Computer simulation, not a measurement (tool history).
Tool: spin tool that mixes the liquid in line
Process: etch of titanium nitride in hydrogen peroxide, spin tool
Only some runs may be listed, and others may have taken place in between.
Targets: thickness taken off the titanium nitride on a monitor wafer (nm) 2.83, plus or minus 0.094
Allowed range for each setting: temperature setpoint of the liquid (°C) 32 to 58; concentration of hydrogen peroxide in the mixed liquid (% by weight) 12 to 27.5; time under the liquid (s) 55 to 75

| run | hour | temperature setpoint of the liquid (°C) | concentration of hydrogen peroxide in the mixed liquid (% by weight) | time under the liquid (s) | thickness taken off the titanium nitride on a monitor wafer (nm) |
|---|---|---|---|---|---|
| 1 | 0 | 42 | 18.5 | 75 | 1.6181 |
| 2 | 9 | 42 | 21.5 | 75 | 1.6964 |
| 3 | 15.1 | 44 | 21.5 | 75 | 1.9539 |
| 4 | 18.3 | 38 | 21.5 | 75 | 1.2373 |
| 5 | 25.5 | 41 | 21.5 | 75 | 1.5682 |
| 6 | 29.6 | 43.5 | 21.5 | 75 | 1.8674 |
| 7 | 38.6 | 45 | 21.5 | 75 | 2.1033 |
| 8 | 43.8 | 46 | 21.5 | 75 | 2.2639 |
| 9 | 45.5 | 46 | 21.5 | 75 | 2.2918 |
| 10 | 48.1 | 47 | 21.5 | 75 | 2.4182 |
| 11 | 50.6 | 47 | 21.5 | 75 | 2.4415 |
| 12 | 57.7 | 47.5 | 21.5 | 75 | 2.5368 |

Which of these 4 next moves meets every target?
| A | 64.8 | 49 | 27.5 | 75 | ? |
| B | 64.8 | 50.5 | 19 | 75 | ? |
| C | 64.8 | 51 | 22.5 | 70 | ? |
| D | 64.8 | 53.5 | 21 | 55 | ? |

| move | thickness taken off the titanium nitride on a monitor wafer (nm) |
|---|---|
| A | 2.9895 |
| B | 3.0757 |
| C | 3.0858 |
| D | 2.8544 |
A: takes the result that was furthest off past its target
B: takes the result that was furthest off past its target
C: takes the result that was furthest off past its target
D: all results land within tolerance of their targets
D meets every target.

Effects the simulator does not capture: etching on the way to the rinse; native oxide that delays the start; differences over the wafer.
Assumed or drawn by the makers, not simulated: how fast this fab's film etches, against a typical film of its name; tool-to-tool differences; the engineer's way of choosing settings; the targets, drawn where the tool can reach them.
